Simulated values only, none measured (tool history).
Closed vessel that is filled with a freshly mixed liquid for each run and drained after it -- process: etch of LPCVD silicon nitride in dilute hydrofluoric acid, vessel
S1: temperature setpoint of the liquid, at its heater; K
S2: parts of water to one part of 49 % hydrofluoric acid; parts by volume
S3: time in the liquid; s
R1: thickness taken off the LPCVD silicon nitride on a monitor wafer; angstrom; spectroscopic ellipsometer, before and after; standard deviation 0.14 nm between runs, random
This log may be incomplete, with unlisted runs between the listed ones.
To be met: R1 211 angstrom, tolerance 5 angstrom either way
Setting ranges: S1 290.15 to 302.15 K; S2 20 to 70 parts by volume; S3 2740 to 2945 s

run 1 day=0 | S1=294.15 S2=40 S3=2740 | R1=262.42
run 2 day=0.183 | S1=294.15 S2=40 S3=2945 | R1=282.18
run 3 day=0.408 | S1=294.15 S2=30 S3=2945 | R1=369.63
run 4 day=0.7 | S1=294.15 S2=30 S3=2740 | R1=342.26
run 5 day=0.792 | S1=294.15 S2=30 S3=2945 | R1=372.58
run 6 day=0.942 | S1=293.65 S2=30 S3=2945 | R1=358.28
run 7 day=1.012 | S1=293.15 S2=30 S3=2945 | R1=350
run 8 day=1.35 | S1=293.15 S2=30 S3=2945 | R1=348.01
run 9 day=1.642 | S1=292.65 S2=30 S3=2945 | R1=335.66
run 10 day=1.829 | S1=292.15 S2=30 S3=2945 | R1=324.56
run 11 day=1.867 | S1=290.15 S2=45 S3=2940 | R1=190.8
run 12 day=1.988 | S1=291.15 S2=45 S3=2940 | R1=203.84

Exactly one of the 5 candidate moves below puts every result within its allowed miss. Which one?
run A day=2.108 | S1=291.65 S2=45 S3=2820 | R1=?
run B day=2.108 | S1=291.15 S2=45 S3=2865 | R1=?
run C day=2.108 | S1=290.65 S2=40 S3=2840 | R1=?
run D day=2.108 | S1=291.65 S2=45 S3=2775 | R1=?
run E day=2.108 | S1=292.15 S2=50 S3=2845 | R1=?

move=A R1=201.03
move=B R1=197.16
move=C R1=211.39
move=D R1=197.82
move=E R1=189.65
A: further off than the last run
B: further off than the last run
C: meets every target
D: further off than the last run
E: further off than the last run
Correct choice: C, which meets every target
